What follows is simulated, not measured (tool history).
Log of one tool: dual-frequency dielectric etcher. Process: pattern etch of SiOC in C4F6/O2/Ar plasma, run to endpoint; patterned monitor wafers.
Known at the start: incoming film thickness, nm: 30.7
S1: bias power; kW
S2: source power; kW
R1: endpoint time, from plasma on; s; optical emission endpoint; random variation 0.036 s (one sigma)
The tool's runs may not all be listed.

run  hour     S1    S2      R1
  1     0  0.546  0.25  11.622
  2   7.7  0.564  0.25  11.582
  3  10.4  0.564  0.29  10.896
  4  19.4  0.645  0.29  10.381
  5  21.9  0.727  0.29  9.9861
  6  29.1  0.685  0.29  10.171
  7  33.5  0.642  0.29  10.426
  8  34.1  0.611  0.29  10.581
  9  42.8  0.587  0.29  10.685

Forecast run 10:
 10  49.7  0.567  0.29   ?

{"run 10": {"R1": 10.807}}
